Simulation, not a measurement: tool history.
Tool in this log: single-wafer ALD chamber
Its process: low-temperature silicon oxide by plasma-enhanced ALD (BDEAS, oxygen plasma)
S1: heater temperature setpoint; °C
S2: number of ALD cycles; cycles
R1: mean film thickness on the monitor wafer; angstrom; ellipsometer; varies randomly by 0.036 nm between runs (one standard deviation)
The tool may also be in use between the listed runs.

Run 1, day 0.000: S1 105 °C, S2 36 cycles. Result: R1 52.439 angstrom.
Run 2, day 0.150: S1 105 °C, S2 38 cycles. Result: R1 54.973 angstrom.
Run 3, day 0.192: S1 105 °C, S2 36 cycles. Result: R1 52.503 angstrom.
Run 4, day 0.329: S1 105 °C, S2 38 cycles. Result: R1 55.615 angstrom.
Run 5, day 0.450: S1 104 °C, S2 40 cycles. Result: R1 59.058 angstrom.
Run 6, day 0.746: S1 111 °C, S2 40 cycles. Result: R1 58.289 angstrom.
Run 7, day 1.117: S1 111 °C, S2 41 cycles. Result: R1 59.391 angstrom.
Run 8, day 1.225: S1 109 °C, S2 42 cycles. Result: R1 60.800 angstrom.

For run 9, what comes out?
Run 9, day 1.300: S1 108 °C, S2 43 cycles. Result: R1 ?.

{"run 9": {"R1": 62.834}}
